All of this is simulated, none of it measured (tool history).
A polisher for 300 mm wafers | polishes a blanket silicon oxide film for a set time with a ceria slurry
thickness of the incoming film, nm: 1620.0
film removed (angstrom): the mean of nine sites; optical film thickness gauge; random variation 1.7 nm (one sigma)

run	hour	flow of slurry (ml/min)	pressure of the wafer on the pad (psi)	speed of the pad under the wafer (m/s)	polishing time (s)	film removed (angstrom)
1	0	190	2.2	1.06	41	1114.5
2	1.4	190	2.2	0.88	41	984.73
3	2.3	190	2.4	0.88	41	1031.3
4	3.5	190	2.6	0.9	41	1144.2
5	8.1	190	2.6	1	41	1219.3
6	11.6	190	2.7	1	41	1240.1
7	15.2	190	2.8	1	41	1284.4

Run 8 comes next. What will it give?
8	17.3	190	2.9	1	41	?

{"run 8": {"film removed (angstrom)": 1298.1}}
